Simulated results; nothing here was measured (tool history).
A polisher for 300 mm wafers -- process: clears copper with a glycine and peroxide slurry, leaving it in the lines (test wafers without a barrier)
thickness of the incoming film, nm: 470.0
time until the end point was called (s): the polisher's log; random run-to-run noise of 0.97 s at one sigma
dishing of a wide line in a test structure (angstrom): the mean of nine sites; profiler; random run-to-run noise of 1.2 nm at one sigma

run,hour,flow of slurry (ml/min),pressure of the wafer on the pad (psi),speed of the pad under the wafer (m/s),overpolish time after the end point (s),time until the end point was called (s),dishing of a wide line in a test structure (angstrom)
1,0,315,2.9,1.22,14,58.933,674.5
2,7.8,315,2.8,1.2,16,60.444,760.29
3,14.3,315,2.8,0.94,16,73.128,641.65
4,22.7,315,2.8,0.94,17,72.484,677.16
5,24,315,2.8,1.14,17,62.888,745.3
6,27.3,315,2.8,1.14,15,62.026,695.13
7,29.7,315,2.7,1.14,16,66.063,705.05

Run 8 has not been measured yet. What should we expect?
8,35,315,2.6,1.16,17,?,?

{"run 8": {"time until the end point was called (s)": 66.058, "dishing of a wide line in a test structure (angstrom)": 716.46}}

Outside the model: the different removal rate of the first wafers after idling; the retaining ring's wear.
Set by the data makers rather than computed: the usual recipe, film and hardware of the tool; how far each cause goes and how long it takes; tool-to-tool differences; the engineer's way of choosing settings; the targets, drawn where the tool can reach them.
